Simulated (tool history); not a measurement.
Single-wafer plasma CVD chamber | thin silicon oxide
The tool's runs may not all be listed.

| run | hour | heater temperature setpoint (K) | chamber pressure (Torr) | RF power (kW) | deposition time (s) | mean film thickness on the monitor wafer (angstrom) |
|---|---|---|---|---|---|---|
| 1 | 0 | 678.15 | 0.856 | 0.275 | 11.01 | 199.65 |
| 2 | 6.5 | 678.15 | 0.878 | 0.275 | 11.01 | 203.68 |
| 3 | 14.6 | 678.15 | 0.735 | 0.275 | 11.01 | 167.2 |
| 4 | 19.1 | 678.15 | 0.769 | 0.275 | 11.01 | 177.31 |
| 5 | 27 | 678.15 | 0.863 | 0.275 | 11.01 | 199.6 |
| 6 | 30.5 | 678.15 | 0.881 | 0.275 | 11.01 | 203.25 |
| 7 | 37.7 | 678.15 | 0.898 | 0.275 | 11.01 | 208.66 |
| 8 | 41.5 | 678.15 | 0.912 | 0.275 | 11.01 | 210.92 |
| 9 | 46.6 | 678.15 | 0.926 | 0.275 | 11.01 | 214.57 |

The next listed run, before its measurement:
| 10 | 52.1 | 678.15 | 0.938 | 0.275 | 11.01 | ? |

{"run 10": {"mean film thickness on the monitor wafer (angstrom)": 216.02}}

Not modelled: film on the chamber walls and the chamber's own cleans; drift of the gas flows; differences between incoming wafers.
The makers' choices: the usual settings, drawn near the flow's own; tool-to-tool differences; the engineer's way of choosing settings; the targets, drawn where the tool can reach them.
